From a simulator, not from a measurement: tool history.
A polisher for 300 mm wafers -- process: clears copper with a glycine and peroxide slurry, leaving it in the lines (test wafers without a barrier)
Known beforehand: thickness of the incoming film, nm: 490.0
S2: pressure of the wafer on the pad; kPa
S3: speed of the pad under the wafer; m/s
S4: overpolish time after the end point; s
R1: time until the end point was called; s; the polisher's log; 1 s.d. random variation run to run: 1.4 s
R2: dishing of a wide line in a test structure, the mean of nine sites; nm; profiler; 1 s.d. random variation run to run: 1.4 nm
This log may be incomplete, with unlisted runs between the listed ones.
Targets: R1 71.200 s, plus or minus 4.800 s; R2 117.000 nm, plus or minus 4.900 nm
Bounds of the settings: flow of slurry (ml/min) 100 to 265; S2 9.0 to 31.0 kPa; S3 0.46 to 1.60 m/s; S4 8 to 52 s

Run 1, hour 0.0: flow of slurry (ml/min) 170, S2 20.0 kPa, S3 1.02 m/s, S4 26 s. Result: R1 69.947 s, R2 89.916 nm.
Run 2, hour 5.9: flow of slurry (ml/min) 170, S2 24.1 kPa, S3 1.02 m/s, S4 26 s. Result: R1 61.408 s, R2 96.566 nm.
Run 3, hour 8.8: flow of slurry (ml/min) 170, S2 19.3 kPa, S3 1.02 m/s, S4 26 s. Result: R1 69.153 s, R2 86.764 nm.
Run 4, hour 17.6: flow of slurry (ml/min) 165, S2 20.0 kPa, S3 0.98 m/s, S4 30 s. Result: R1 73.092 s, R2 95.415 nm.
Run 5, hour 25.0: flow of slurry (ml/min) 165, S2 20.7 kPa, S3 0.98 m/s, S4 32 s. Result: R1 71.009 s, R2 100.180 nm.
Run 6, hour 28.0: flow of slurry (ml/min) 190, S2 20.7 kPa, S3 0.98 m/s, S4 32 s. Result: R1 69.432 s, R2 100.380 nm.
Run 7, hour 29.3: flow of slurry (ml/min) 185, S2 20.7 kPa, S3 0.98 m/s, S4 34 s. Result: R1 69.319 s, R2 102.370 nm.
Run 8, hour 32.7: flow of slurry (ml/min) 175, S2 20.7 kPa, S3 0.98 m/s, S4 36 s. Result: R1 69.787 s, R2 106.120 nm.
Run 9, hour 33.6: flow of slurry (ml/min) 175, S2 20.7 kPa, S3 0.96 m/s, S4 38 s. Result: R1 74.638 s, R2 109.870 nm.
Run 10, hour 41.5: flow of slurry (ml/min) 175, S2 21.4 kPa, S3 0.96 m/s, S4 38 s. Result: R1 70.173 s, R2 109.620 nm.

5 candidate next runs follow, results not yet known. Just one meets every target within its allowed miss. Identify it.
Run A, hour 49.4: flow of slurry (ml/min) 180, S2 22.1 kPa, S3 0.98 m/s, S4 31 s. Result: R1 ?, R2 ?.
Run B, hour 49.4: flow of slurry (ml/min) 255, S2 20.0 kPa, S3 1.00 m/s, S4 28 s. Result: R1 ?, R2 ?.
Run C, hour 49.4: flow of slurry (ml/min) 165, S2 21.4 kPa, S3 0.96 m/s, S4 44 s. Result: R1 ?, R2 ?.
Run D, hour 49.4: flow of slurry (ml/min) 180, S2 24.8 kPa, S3 0.86 m/s, S4 47 s. Result: R1 ?, R2 ?.
Run E, hour 49.4: flow of slurry (ml/min) 130, S2 24.1 kPa, S3 0.92 m/s, S4 34 s. Result: R1 ?, R2 ?.

move      R1       R2
   A  67.476  101.440
   B  67.959   94.307
   C  71.235  118.120
   D  69.153  126.220
   E  70.969  105.010
A: lands further from the targets than the last run did
B: lands further from the targets than the last run did
C: all results land within tolerance of their targets
D: takes the result that was furthest off past its target
E: lands further from the targets than the last run did
The move that meets every target is C.
